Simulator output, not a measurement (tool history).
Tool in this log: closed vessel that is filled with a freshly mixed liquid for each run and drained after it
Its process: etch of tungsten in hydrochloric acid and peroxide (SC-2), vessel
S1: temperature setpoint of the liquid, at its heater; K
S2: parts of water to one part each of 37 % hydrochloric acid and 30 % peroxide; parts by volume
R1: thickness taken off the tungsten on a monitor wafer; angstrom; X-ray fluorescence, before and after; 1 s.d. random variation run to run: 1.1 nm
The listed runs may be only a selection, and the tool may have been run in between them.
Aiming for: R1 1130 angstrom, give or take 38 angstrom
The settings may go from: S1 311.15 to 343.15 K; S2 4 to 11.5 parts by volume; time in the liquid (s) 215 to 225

{"run": 1, "hour": 0.0, "S1": 327.15, "S2": 6.5, "time in the liquid (s)": 215, "R1": 567.06}
{"run": 2, "hour": 2.1, "S1": 330.15, "S2": 6.5, "time in the liquid (s)": 215, "R1": 703.54}
{"run": 3, "hour": 4.6, "S1": 326.65, "S2": 6.5, "time in the liquid (s)": 215, "R1": 566.04}
{"run": 4, "hour": 7.8, "S1": 330.15, "S2": 6.5, "time in the liquid (s)": 215, "R1": 715.06}
{"run": 5, "hour": 9.6, "S1": 330.15, "S2": 6.5, "time in the liquid (s)": 215, "R1": 705.54}
{"run": 6, "hour": 12.9, "S1": 330.15, "S2": 5.5, "time in the liquid (s)": 215, "R1": 790.27}
{"run": 7, "hour": 17.6, "S1": 331.65, "S2": 5.5, "time in the liquid (s)": 215, "R1": 879.53}
{"run": 8, "hour": 21.7, "S1": 332.65, "S2": 5.5, "time in the liquid (s)": 215, "R1": 928.6}
{"run": 9, "hour": 26.1, "S1": 333.65, "S2": 5.5, "time in the liquid (s)": 215, "R1": 986.94}
{"run": 10, "hour": 33.8, "S1": 334.15, "S2": 5.5, "time in the liquid (s)": 215, "R1": 1015}
{"run": 11, "hour": 40.5, "S1": 334.65, "S2": 5.5, "time in the liquid (s)": 215, "R1": 1057.3}

Which single option among these 5 for the next run brings every result within its allowed miss of target? Just one does.
{"run": "A", "hour": 47.2, "S1": 332.65, "S2": 4, "time in the liquid (s)": 225, "R1": "?"}
{"run": "B", "hour": 47.2, "S1": 340.65, "S2": 9, "time in the liquid (s)": 215, "R1": "?"}
{"run": "C", "hour": 47.2, "S1": 332.65, "S2": 5, "time in the liquid (s)": 215, "R1": "?"}
{"run": "D", "hour": 47.2, "S1": 333.65, "S2": 5, "time in the liquid (s)": 225, "R1": "?"}
{"run": "E", "hour": 47.2, "S1": 333.15, "S2": 5, "time in the liquid (s)": 215, "R1": "?"}

move=A R1=1215.3
move=B R1=1035.6
move=C R1=995.4
move=D R1=1109.1
move=E R1=1027.2
A: the result that was furthest off in the last run now lies on the other side of its target
B: lands further from the targets than the last run did
C: lands further from the targets than the last run did
D: all results in spec
E: lands further from the targets than the last run did
The right move is D.
